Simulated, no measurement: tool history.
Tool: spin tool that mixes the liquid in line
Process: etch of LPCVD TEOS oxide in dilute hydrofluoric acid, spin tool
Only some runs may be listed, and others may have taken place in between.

run,hour,temperature setpoint of the liquid (K),parts of water to one part of 49 % hydrofluoric acid (parts by volume),time under the liquid (s),thickness taken off the LPCVD TEOS oxide on a monitor wafer (Å)
1,0,294.15,80,135,959.03
2,4.4,295.65,65,135,1266.4
3,6.8,297.15,55,135,1577.4
4,11.8,295.15,55,135,1457.5
5,12.5,296.65,50,135,1746.6
6,15.6,296.65,70,135,1200.1
# hour 22.9: thermometer replaced
7,22.9,296.65,70,135,1146.5
8,25.3,296.65,60,135,1345.5
9,33.6,296.65,50,135,1638.9

The next listed run, before its measurement:
10,39,297.65,45,135,?

{"run 10": {"thickness taken off the LPCVD TEOS oxide on a monitor wafer (Å)": 1887.9}}
